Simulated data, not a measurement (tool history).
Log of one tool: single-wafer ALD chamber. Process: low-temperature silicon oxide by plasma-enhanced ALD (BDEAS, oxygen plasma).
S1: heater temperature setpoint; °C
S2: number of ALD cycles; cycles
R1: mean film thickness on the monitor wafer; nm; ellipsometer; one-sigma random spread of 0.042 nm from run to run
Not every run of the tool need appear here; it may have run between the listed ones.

{"run": 1, "hour": 0.0, "S1": 115, "S2": 64, "R1": 9.3586}
{"run": 2, "hour": 8.1, "S1": 116, "S2": 63, "R1": 9.2365}
{"run": 3, "hour": 16.8, "S1": 116, "S2": 62, "R1": 9.1097}
{"run": 4, "hour": 23.4, "S1": 122, "S2": 62, "R1": 8.9704}
{"run": 5, "hour": 27.9, "S1": 122, "S2": 71, "R1": 10.207}
{"run": 6, "hour": 35.3, "S1": 123, "S2": 69, "R1": 9.9642}

Expected results for the next run?
{"run": 7, "hour": 41.0, "S1": 123, "S2": 69, "R1": "?"}

Run 7 yielded R1 9.8741 nm.

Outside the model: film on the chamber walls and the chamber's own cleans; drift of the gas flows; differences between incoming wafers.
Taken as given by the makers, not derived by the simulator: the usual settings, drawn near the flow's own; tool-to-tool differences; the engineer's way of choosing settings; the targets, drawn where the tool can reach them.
